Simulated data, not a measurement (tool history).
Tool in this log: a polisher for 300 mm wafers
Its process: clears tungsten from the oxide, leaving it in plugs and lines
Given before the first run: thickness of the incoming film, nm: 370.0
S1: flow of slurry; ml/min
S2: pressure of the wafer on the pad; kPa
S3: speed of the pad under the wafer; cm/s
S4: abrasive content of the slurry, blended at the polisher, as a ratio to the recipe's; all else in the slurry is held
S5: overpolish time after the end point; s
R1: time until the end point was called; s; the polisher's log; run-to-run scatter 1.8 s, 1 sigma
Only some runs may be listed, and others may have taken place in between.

| run | hour | S1 | S2 | S3 | S4 | S5 | R1 |
|---|---|---|---|---|---|---|---|
| 1 | 0.0 | 305 | 15.9 | 100 | 1.00 | 15 | 139.38 |
| 2 | 3.5 | 305 | 15.9 | 100 | 1.20 | 15 | 131.31 |
| 3 | 6.2 | 305 | 15.9 | 100 | 1.20 | 16 | 131.92 |
| 4 | 10.5 | 305 | 15.9 | 100 | 1.35 | 16 | 128.43 |
| 5 | 18.8 | 305 | 14.5 | 100 | 1.35 | 16 | 139.07 |
| 6 | 21.4 | 305 | 14.5 | 100 | 1.35 | 16 | 140.39 |
| 7 | 24.4 | 305 | 13.8 | 100 | 1.35 | 16 | 145.83 |

Run 8, settings as shown, results not yet in. Your forecast:
| 8 | 32.4 | 305 | 13.1 | 100 | 1.35 | 16 | ? |

{"run 8": {"R1": 149.68}}

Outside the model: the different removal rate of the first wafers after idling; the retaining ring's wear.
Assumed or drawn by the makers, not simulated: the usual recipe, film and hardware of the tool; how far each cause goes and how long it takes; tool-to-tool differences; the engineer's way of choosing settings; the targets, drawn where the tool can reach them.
